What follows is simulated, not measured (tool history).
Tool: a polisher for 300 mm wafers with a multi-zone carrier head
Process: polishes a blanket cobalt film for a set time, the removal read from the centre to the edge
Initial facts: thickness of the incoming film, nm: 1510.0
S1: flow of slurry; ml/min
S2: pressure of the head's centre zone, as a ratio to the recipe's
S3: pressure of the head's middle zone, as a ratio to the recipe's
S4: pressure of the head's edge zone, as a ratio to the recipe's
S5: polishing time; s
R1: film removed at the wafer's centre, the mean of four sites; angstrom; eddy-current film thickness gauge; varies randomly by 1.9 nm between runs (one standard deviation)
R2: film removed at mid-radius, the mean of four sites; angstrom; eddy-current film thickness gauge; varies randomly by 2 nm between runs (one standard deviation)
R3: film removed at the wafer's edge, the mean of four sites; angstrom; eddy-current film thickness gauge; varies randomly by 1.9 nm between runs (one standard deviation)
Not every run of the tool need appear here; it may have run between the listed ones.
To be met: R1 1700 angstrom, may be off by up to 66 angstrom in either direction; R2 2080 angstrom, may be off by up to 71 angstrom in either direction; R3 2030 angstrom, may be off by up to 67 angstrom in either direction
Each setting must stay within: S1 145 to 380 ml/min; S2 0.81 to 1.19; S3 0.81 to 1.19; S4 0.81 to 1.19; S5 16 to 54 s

run  hour   S1    S2    S3    S4  S5      R1      R2      R3
  1     0  245     1     1     1  35  2165.1  2135.2  2035.1
  2   2.5  245     1     1     1  39  2409.3  2353.6  2279.4
  3   4.1  235  0.95     1  1.01  38  2272.5    2266  2254.3
  4     7  270  0.95     1  1.01  38    2322  2362.9  2242.2
  5   8.8  270     1     1  1.01  38  2408.3  2368.3  2281.8
  6  13.3  330     1     1  1.01  38  2454.6  2405.7  2278.8
     18.9  -- edge zone pressure recalibrated
  7  18.9  305  0.95  1.02  1.05  36  2181.1  2258.8  2348.3
  8  19.6  295  0.92  1.04  1.04  35  2062.7    2256    2214
  9  20.8  285  0.89  1.04  1.04  34  1933.6    2173  2189.3
 10  25.6  275  0.87  1.04  1.03  34  1938.3  2156.7  2172.5
 11  34.3  270  0.86  1.05  1.03  33  1825.5  2131.3  2101.1

Which single option among these 5 for the next run brings every result within its allowed miss of target? Just one does.
  A    43  215  0.87  1.13  0.89  32   ?   ?   ?
  B    43  310  0.88  1.06  1.05  33   ?   ?   ?
  C    43  220  0.82  1.05  0.99  33   ?   ?   ?
  D    43  250  0.92     1  0.97  34   ?   ?   ?
  E    43  160  0.81  1.16  0.89  36   ?   ?   ?

move      R1      R2      R3
   A  1726.2  2108.5  1810.2
   B  1890.6    2175  2084.9
   C  1694.3  2073.2  1965.1
   D  1972.7  2101.6  2033.5
   E  1714.8  2289.9  1956.7
A: brings the result that was furthest off to its target, and leaves another outside
B: the biggest miss grows against the last run
C: every result lands within tolerance
D: the biggest miss grows against the last run
E: brings the result that was furthest off to its target, and leaves another outside
Move C is the one to make.
